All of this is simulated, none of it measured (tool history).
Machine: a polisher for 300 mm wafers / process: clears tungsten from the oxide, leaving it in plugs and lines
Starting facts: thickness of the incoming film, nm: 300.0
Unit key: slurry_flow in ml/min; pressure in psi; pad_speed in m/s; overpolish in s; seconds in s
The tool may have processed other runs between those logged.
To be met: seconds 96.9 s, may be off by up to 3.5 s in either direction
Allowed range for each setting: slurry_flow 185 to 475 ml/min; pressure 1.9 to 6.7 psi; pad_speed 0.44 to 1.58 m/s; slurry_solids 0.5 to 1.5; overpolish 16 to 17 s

run,hour,slurry_flow,pressure,pad_speed,slurry_solids,overpolish,seconds
1,0,305,4.3,1,1,16,47.843
2,2,305,3.6,0.96,1,16,58.583
3,3,305,3.1,0.92,1,16,69.976
4,4.1,345,3.1,0.92,1,16,70.378
5,10.2,395,3.1,0.92,1,16,70.034
6,11.8,395,2.8,0.9,1,16,78.043
7,14.2,395,2.6,0.9,1,16,83.497
8,18.7,395,2.4,0.9,1,16,90.347

Below are 5 possible settings for the next run. Only one of them brings all results inside the allowed miss of their targets. Which is it?
A,23.2,405,2.4,0.82,1.05,16,?
B,23.2,410,2.3,0.78,0.95,17,?
C,23.2,475,2.3,1,0.95,16,?
D,23.2,410,2.4,1,1.1,16,?
E,23.2,400,2.5,0.76,0.95,17,?

move,seconds
A,98.457
B,109.61
C,85.501
D,80.495
E,104.01
A: all results in spec
B: the result that was furthest off in the last run now lies on the other side of its target
C: its largest miss is bigger than the last run's
D: its largest miss is bigger than the last run's
E: the result that was furthest off in the last run now lies on the other side of its target
A meets every target.
